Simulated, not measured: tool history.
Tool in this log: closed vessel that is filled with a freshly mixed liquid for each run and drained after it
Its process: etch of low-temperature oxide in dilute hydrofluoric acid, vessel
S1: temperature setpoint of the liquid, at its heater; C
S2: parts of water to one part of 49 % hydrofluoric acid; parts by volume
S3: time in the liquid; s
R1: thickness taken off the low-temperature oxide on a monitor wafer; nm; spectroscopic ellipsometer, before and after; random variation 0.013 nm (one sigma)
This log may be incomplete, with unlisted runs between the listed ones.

run	day	S1	S2	S3	R1
1	0	25	285	45	3.0437
2	0.296	22	285	45	2.7344
3	0.642	22	285	30	1.8156
4	0.975	22.5	285	30	1.8724
5	1.029	25	285	30	2.0181
6	1.067	25.5	275	30	2.1681
7	1.179	29.5	220	30	3.321

Run 8 comes next. What will it give?
8	1.496	30	220	30	?

{"run 8": {"R1": 3.359}}

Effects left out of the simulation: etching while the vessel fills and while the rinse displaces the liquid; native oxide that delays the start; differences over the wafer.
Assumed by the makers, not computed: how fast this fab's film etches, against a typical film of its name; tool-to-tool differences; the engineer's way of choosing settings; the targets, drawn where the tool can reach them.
